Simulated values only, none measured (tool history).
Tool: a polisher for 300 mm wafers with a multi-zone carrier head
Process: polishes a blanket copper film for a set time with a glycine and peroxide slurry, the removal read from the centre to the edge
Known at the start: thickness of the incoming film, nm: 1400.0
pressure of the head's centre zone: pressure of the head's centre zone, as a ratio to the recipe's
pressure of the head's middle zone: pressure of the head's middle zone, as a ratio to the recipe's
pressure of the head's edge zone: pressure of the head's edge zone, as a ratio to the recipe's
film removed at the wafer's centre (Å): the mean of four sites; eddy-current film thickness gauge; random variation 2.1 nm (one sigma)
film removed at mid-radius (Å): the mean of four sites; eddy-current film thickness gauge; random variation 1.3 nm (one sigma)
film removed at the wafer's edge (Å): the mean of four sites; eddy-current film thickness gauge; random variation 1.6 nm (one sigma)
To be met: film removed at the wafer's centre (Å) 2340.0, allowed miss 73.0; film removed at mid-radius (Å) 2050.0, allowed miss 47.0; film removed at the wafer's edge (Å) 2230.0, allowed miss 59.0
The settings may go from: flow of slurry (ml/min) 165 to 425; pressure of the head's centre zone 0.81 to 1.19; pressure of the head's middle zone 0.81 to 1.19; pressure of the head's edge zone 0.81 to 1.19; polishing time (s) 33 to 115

run	hour	flow of slurry (ml/min)	pressure of the head's centre zone	pressure of the head's middle zone	pressure of the head's edge zone	polishing time (s)	film removed at the wafer's centre (Å)	film removed at mid-radius (Å)	film removed at the wafer's edge (Å)
1	0.0	275	1.00	1.00	1.00	73	3721.4	3767.0	3680.3
2	3.0	270	1.00	0.97	0.98	68	3483.0	3411.2	3366.3
3	9.7	220	1.00	0.97	0.98	68	3353.2	3333.5	3316.1
4	12.7	220	1.00	0.97	0.91	68	3359.9	3327.9	3229.0
5	15.3	220	1.00	0.97	0.86	68	3374.2	3322.5	3140.1
6	21.3	220	1.00	0.94	0.86	64	3148.5	3022.3	2968.9
7	26.0	220	1.00	0.92	0.86	61	2974.3	2860.2	2773.3
8	34.7	210	1.01	0.90	0.88	58	2935.1	2652.9	2682.2
9	38.4	205	1.00	0.88	0.88	56	2767.2	2513.1	2572.7
10	41.6	200	1.00	0.87	0.88	55	2679.2	2428.1	2538.2
11	48.9	200	1.00	0.86	0.87	54	2663.8	2356.3	2485.2
12	55.1	200	0.99	0.85	0.86	53	2536.7	2285.2	2395.1
13	59.2	195	0.99	0.84	0.86	52	2535.7	2237.8	2355.4
14	60.3	190	0.99	0.83	0.86	52	2480.3	2198.5	2342.3

5 next moves are on the table. One of them brings every result within its allowed miss. Which?
A	61.4	210	1.01	0.85	0.82	47	?	?	?
B	61.4	295	1.02	0.86	0.98	45	?	?	?
C	61.4	170	1.14	0.81	0.81	48	?	?	?
D	61.4	175	1.03	0.95	0.81	47	?	?	?
E	61.4	175	1.16	0.91	0.91	48	?	?	?

move	film removed at the wafer's centre (Å)	film removed at mid-radius (Å)	film removed at the wafer's edge (Å)
A	2342.5	2042.8	2101.1
B	2361.4	2049.1	2244.6
C	2614.6	1946.5	2090.0
D	2325.0	2184.9	2049.1
E	2675.7	2150.9	2206.1
A: brings the result that was furthest off to its target, and leaves another outside
B: meets every target
C: takes the result that was furthest off past its target
D: as far off as the last run
E: further off than the last run
The right move is B.
